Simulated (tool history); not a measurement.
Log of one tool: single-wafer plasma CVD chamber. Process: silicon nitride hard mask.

run	day	heater temperature setpoint (deg C)	chamber pressure (Pa)	RF power (kW)	deposition time (s)	mean film thickness on the monitor wafer (Å)
1	0.000	400	213	0.335	49.0	594.27
2	0.083	400	205	0.315	48.6	554.74
3	0.404	400	241	0.315	48.6	585.01
4	0.479	400	232	0.300	48.3	550.24
5	0.658	406	232	0.300	48.3	556.26
6	0.812	406	223	0.290	48.1	528.31
7	0.846	406	223	0.290	48.1	528.68

Run 8 comes next. What will it give?
8	1.212	406	180	0.235	46.7	?

{"run 8": {"mean film thickness on the monitor wafer (Å)": 407.15}}

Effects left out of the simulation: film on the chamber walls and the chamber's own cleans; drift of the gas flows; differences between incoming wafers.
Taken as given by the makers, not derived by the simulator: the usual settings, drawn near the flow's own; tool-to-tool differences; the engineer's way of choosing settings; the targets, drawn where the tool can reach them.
